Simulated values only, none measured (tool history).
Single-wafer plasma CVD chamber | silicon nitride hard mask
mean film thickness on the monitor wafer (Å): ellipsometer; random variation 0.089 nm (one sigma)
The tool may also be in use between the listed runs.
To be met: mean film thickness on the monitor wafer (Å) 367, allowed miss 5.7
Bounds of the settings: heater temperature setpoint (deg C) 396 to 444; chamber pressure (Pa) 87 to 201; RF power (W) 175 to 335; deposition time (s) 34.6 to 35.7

run,hour,heater temperature setpoint (deg C),chamber pressure (Pa),RF power (W),deposition time (s),mean film thickness on the monitor wafer (Å)
1,0,420,144,255,34.6,300.69
2,8.7,410,144,255,34.6,301.23
3,13.9,410,144,255,34.6,302.58
4,19.1,410,156,260,34.6,317.69
5,19.7,410,167,260,34.6,327.8
6,23.2,410,167,260,34.6,326.28
7,25.6,410,175,260,34.6,334.87
8,33.5,410,180,260,34.6,339.36
9,39.1,410,185,260,34.6,342.2
10,40.1,410,189,260,34.6,343.24
11,41.9,410,192,265,34.6,351.95
12,50.2,410,195,265,34.6,351.08
13,57.2,410,196,270,34.6,357.95

Which of these 4 next moves meets every target?
A,64.2,411,200,280,35.4,?
B,64.2,396,199,275,34.8,?
C,64.2,422,177,275,35.2,?
D,64.2,399,195,250,34.8,?

move,mean film thickness on the monitor wafer (Å)
A,377.65
B,367.75
C,352.57
D,339.85
A: takes the result that was furthest off past its target
B: meets every target
C: further off than the last run
D: further off than the last run
The right move is B.

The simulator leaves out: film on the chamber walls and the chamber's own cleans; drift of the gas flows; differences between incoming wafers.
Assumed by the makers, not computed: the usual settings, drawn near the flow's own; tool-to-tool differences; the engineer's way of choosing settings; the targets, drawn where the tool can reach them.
